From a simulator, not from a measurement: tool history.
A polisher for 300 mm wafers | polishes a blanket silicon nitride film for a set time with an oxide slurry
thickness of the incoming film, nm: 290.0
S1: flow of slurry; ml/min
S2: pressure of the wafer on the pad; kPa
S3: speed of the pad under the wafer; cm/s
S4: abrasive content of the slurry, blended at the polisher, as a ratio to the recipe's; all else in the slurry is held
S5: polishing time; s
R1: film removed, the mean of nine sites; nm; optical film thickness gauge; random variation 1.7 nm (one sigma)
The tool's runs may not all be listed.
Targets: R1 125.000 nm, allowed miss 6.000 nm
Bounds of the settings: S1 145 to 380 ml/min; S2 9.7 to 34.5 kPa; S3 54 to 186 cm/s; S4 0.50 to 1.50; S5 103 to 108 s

run  hour   S1    S2   S3    S4   S5       R1
  1   0.0  245  22.1  118  1.00  103   69.824
  2   4.7  245  25.5  120  1.00  103   79.054
  3   7.6  245  25.5  120  0.80  103   72.060
  4  16.3  245  27.6  128  0.80  103   83.392
     18.3  -- worn pad replaced by a new one
  5  18.3  245  22.8  128  0.80  103   76.738
  6  26.5  245  24.8  136  0.80  103   88.748
  7  34.8  245  26.9  140  0.80  103   97.185
  8  41.1  245  29.0  142  0.80  103  104.860
  9  43.0  245  30.3  142  0.80  103  109.560
 10  48.9  245  31.0  142  0.80  103  113.020
 11  54.8  245  31.7  142  0.80  103  112.910
 12  63.4  245  32.4  142  0.80  103  116.290

5 next moves are on the table. One of them brings every result within its allowed miss. Which?
  A  72.0  270  33.1  120  0.85  103   ?
  B  72.0  200  28.3  128  0.95  108   ?
  C  72.0  255  29.6  136  0.75  108   ?
  D  72.0  225  33.1  130  0.70  103   ?
  E  72.0  200  33.8  156  0.75  104   ?

move       R1
   A  111.690
   B  105.790
   C  108.980
   D  107.190
   E  127.910
A: further off than the last run
B: further off than the last run
C: further off than the last run
D: further off than the last run
E: meets every target
The right move is E.
